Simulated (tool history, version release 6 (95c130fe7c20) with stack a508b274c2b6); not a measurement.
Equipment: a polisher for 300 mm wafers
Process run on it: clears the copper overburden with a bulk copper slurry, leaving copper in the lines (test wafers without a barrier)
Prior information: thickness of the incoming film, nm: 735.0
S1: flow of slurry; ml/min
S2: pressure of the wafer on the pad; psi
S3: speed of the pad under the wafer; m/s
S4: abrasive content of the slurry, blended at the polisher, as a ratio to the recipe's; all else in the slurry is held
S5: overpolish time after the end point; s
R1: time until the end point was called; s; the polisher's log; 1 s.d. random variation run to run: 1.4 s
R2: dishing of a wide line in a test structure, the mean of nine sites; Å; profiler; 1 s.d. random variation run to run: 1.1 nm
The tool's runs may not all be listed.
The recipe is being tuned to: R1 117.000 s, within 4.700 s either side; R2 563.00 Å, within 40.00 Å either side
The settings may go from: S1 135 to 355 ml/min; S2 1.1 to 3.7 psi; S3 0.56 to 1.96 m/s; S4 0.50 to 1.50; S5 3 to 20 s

run	day	S1	S2	S3	S4	S5	R1	R2
1	0.000	225	2.4	1.26	1.00	10	77.090	657.62
2	0.317	225	2.4	1.26	1.00	6	74.234	425.59
3	0.454	225	2.4	1.26	1.00	10	74.470	651.93
4	0.521	225	2.1	1.26	1.00	11	81.798	630.89
5	0.804	225	2.1	1.26	1.10	11	81.385	667.08
6	0.862	195	2.1	1.26	1.10	11	82.101	636.26
7	1.188	195	1.9	1.24	1.10	12	92.709	613.15
8	1.271	190	1.8	1.24	1.10	13	94.406	651.42
9	1.629	190	1.7	1.24	1.10	13	97.813	628.26
10	1.704	185	1.2	1.22	1.10	14	128.510	521.56

Which single option among these 5 for the next run brings every result within its allowed miss of target? Just one does.
A	1.779	245	1.2	1.46	0.95	11	?	?
B	1.779	210	1.1	1.16	1.05	17	?	?
C	1.779	185	1.1	1.34	1.15	11	?	?
D	1.779	235	1.4	1.28	0.85	14	?	?
E	1.779	180	1.4	1.20	1.20	10	?	?

move	R1	R2
A	110.100	475.95
B	139.970	549.39
C	122.770	433.66
D	114.850	562.39
E	113.760	433.59
A: moves the result that the last run missed by most past its target, out the other side
B: its largest miss is bigger than the last run's
C: its largest miss is bigger than the last run's
D: all results land within tolerance of their targets
E: the furthest-off result lands on target, but another misses its tolerance
Go with D: it meets all targets.
